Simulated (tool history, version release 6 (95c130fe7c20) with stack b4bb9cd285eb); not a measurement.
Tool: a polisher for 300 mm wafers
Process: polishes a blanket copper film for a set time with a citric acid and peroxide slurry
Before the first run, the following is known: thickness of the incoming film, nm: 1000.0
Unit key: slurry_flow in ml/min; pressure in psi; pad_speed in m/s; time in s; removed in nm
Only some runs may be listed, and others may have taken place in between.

run	day	slurry_flow	pressure	pad_speed	slurry_solids	time	removed
1	0	170	3.6	0.94	1	84	249.52
2	0.312	170	3.6	0.94	1	84	246.51
3	0.338	175	3.7	0.94	1	84	257.54
4	0.429	180	3.8	0.94	1	84	267.21
5	0.546	190	3.9	0.94	1	84	273.23
6	0.921	190	4	0.94	1	84	282.37

Forecast run 7:
7	1.012	195	4.1	0.94	1	84	?

Run 7 measured removed 293.91 nm.
